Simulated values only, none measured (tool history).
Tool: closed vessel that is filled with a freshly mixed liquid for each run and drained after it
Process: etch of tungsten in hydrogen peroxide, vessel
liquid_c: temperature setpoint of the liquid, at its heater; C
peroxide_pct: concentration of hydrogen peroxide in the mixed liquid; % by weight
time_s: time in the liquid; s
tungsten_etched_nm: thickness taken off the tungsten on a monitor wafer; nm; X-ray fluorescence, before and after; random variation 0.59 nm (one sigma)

run  hour  liquid_c  peroxide_pct  time_s  tungsten_etched_nm
  1     0        44          18.5      30              40.113
  2   5.1        44          20.5      30              41.765
  3   7.8        48          20.5      30              54.318
  4  12.3        43          20.5      30              39.943
  5  14.8        47          20.5      30               51.11
  6  17.4        47            19      30              49.399
  7  24.8        50            19      30               58.67

Run 8 comes next. What will it give?
  8  30.3        52            19      30                   ?

{"run 8": {"tungsten_etched_nm": 66.08}}
